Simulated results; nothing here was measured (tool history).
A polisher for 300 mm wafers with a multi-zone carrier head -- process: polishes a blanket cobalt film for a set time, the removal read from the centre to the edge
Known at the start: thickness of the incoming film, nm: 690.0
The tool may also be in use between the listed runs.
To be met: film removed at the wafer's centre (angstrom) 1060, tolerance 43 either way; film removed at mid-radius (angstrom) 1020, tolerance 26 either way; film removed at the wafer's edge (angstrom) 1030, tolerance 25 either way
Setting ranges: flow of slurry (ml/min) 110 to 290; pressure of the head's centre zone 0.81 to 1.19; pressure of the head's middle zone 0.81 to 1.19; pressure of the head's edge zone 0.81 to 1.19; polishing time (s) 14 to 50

run	day	flow of slurry (ml/min)	pressure of the head's centre zone	pressure of the head's middle zone	pressure of the head's edge zone	polishing time (s)	film removed at the wafer's centre (angstrom)	film removed at mid-radius (angstrom)	film removed at the wafer's edge (angstrom)
1	0	185	1	1	1	32	1209.2	1201.8	1204.9
2	0.258	150	1	1	1	32	1186.3	1176.1	1176.5
3	0.508	180	1	1	1	32	1172.5	1196.2	1190.7
4	0.821	170	0.99	0.97	0.95	31	1155.4	1147.4	1114.4
5	0.971	190	0.99	0.97	0.95	31	1165.3	1141.8	1127.9
6	1.158	190	0.99	0.97	0.95	37	1379.8	1368.6	1351.6
7	1.533	180	0.96	0.92	0.92	35	1239.5	1251.7	1266.5
8	1.796	175	0.96	0.89	0.89	33	1184.9	1136.8	1153
9	2.108	165	0.94	0.87	0.86	32	1098.3	1075.7	1116.9
10	2.292	160	0.95	0.87	0.84	31	1080.7	1031.8	1039.5

4 candidate next runs follow, results not yet known. Just one meets every target within its allowed miss. Identify it.
A	2.475	130	1	0.95	0.81	31	?	?	?
B	2.475	195	0.95	0.89	0.87	29	?	?	?
C	2.475	200	0.95	0.84	0.91	30	?	?	?
D	2.475	225	0.95	0.91	0.91	30	?	?	?

move	film removed at the wafer's centre (angstrom)	film removed at mid-radius (angstrom)	film removed at the wafer's edge (angstrom)
A	1089.5	1070.2	1011
B	1037	1015.8	1021.4
C	1076.4	1011.8	1081.8
D	1094.4	1086.8	1092.7
A: puts the biggest miss on target and leaves a different result outside tolerance
B: meets every target
C: puts the biggest miss on target and leaves a different result outside tolerance
D: puts the biggest miss on target and leaves a different result outside tolerance
Answer: B
